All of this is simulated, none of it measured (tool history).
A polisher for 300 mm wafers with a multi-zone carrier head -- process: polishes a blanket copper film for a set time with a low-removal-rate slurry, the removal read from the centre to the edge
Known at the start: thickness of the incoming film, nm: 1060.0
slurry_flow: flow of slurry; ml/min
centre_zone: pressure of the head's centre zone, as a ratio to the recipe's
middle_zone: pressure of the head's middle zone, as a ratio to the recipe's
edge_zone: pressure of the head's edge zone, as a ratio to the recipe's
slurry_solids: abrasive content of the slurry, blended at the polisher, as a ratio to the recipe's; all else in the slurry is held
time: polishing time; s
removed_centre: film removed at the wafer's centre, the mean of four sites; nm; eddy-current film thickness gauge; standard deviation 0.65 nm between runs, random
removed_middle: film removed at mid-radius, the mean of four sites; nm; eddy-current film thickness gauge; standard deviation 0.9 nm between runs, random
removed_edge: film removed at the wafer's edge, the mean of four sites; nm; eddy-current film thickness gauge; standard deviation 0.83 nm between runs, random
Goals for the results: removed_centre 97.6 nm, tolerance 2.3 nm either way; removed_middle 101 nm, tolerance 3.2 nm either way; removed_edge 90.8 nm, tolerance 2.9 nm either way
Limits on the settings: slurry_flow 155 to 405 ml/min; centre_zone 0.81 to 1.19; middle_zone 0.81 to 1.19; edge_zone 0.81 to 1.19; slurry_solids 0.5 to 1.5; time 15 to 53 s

{"run": 1, "hour": 0.0, "slurry_flow": 260, "centre_zone": 1, "middle_zone": 1, "edge_zone": 1, "slurry_solids": 1, "time": 34, "removed_centre": 76.905, "removed_middle": 79.533, "removed_edge": 78.762}
{"run": 2, "hour": 4.6, "slurry_flow": 260, "centre_zone": 1, "middle_zone": 1, "edge_zone": 0.92, "slurry_solids": 1, "time": 34, "removed_centre": 77.598, "removed_middle": 78.659, "removed_edge": 76.312}
{"run": 3, "hour": 5.5, "slurry_flow": 260, "centre_zone": 1, "middle_zone": 1, "edge_zone": 0.89, "slurry_solids": 1, "time": 34, "removed_centre": 76.694, "removed_middle": 78.518, "removed_edge": 75.895}
{"run": 4, "hour": 6.4, "slurry_flow": 260, "centre_zone": 1, "middle_zone": 1, "edge_zone": 0.89, "slurry_solids": 1.15, "time": 34, "removed_centre": 79.826, "removed_middle": 81.838, "removed_edge": 76.874}
{"run": 5, "hour": 13.4, "slurry_flow": 275, "centre_zone": 1.03, "middle_zone": 1.03, "edge_zone": 0.97, "slurry_solids": 1.2, "time": 34, "removed_centre": 83.492, "removed_middle": 84.347, "removed_edge": 81.379}
{"run": 6, "hour": 21.3, "slurry_flow": 290, "centre_zone": 1.05, "middle_zone": 1.08, "edge_zone": 0.99, "slurry_solids": 1.25, "time": 34, "removed_centre": 85.854, "removed_middle": 90.27, "removed_edge": 82.359}
{"run": 7, "hour": 29.7, "slurry_flow": 300, "centre_zone": 1.07, "middle_zone": 1.1, "edge_zone": 1.02, "slurry_solids": 1.3, "time": 34, "removed_centre": 89.466, "removed_middle": 91.569, "removed_edge": 84.929}
{"run": 8, "hour": 37.8, "slurry_flow": 345, "centre_zone": 1.1, "middle_zone": 1.19, "edge_zone": 1.07, "slurry_solids": 1.45, "time": 34, "removed_centre": 93.776, "removed_middle": 101.05, "removed_edge": 87.802}

Pick the move, out of 4, that brings all results within their allowed miss; only one does.
{"run": "A", "hour": 45.9, "slurry_flow": 330, "centre_zone": 1.03, "middle_zone": 1.19, "edge_zone": 1.08, "slurry_solids": 1.3, "time": 35, "removed_centre": "?", "removed_middle": "?", "removed_edge": "?"}
{"run": "B", "hour": 45.9, "slurry_flow": 405, "centre_zone": 1.09, "middle_zone": 1.13, "edge_zone": 1.02, "slurry_solids": 1.5, "time": 35, "removed_centre": "?", "removed_middle": "?", "removed_edge": "?"}
{"run": "C", "hour": 45.9, "slurry_flow": 405, "centre_zone": 1.16, "middle_zone": 1.19, "edge_zone": 0.95, "slurry_solids": 1.5, "time": 33, "removed_centre": "?", "removed_middle": "?", "removed_edge": "?"}
{"run": "D", "hour": 45.9, "slurry_flow": 315, "centre_zone": 1.07, "middle_zone": 1.16, "edge_zone": 1.07, "slurry_solids": 1.5, "time": 33, "removed_centre": "?", "removed_middle": "?", "removed_edge": "?"}

move=A removed_centre=88.679 removed_middle=102.19 removed_edge=90.285
move=B removed_centre=98.411 removed_middle=102.32 removed_edge=91.697
move=C removed_centre=98.83 removed_middle=100.85 removed_edge=83.492
move=D removed_centre=89.417 removed_middle=97.038 removed_edge=87.353
A: further off than the last run
B: hits every target within its allowed miss
C: brings the last run's worst result on target, with another outside its allowed miss
D: further off than the last run
The move that meets every target is B.
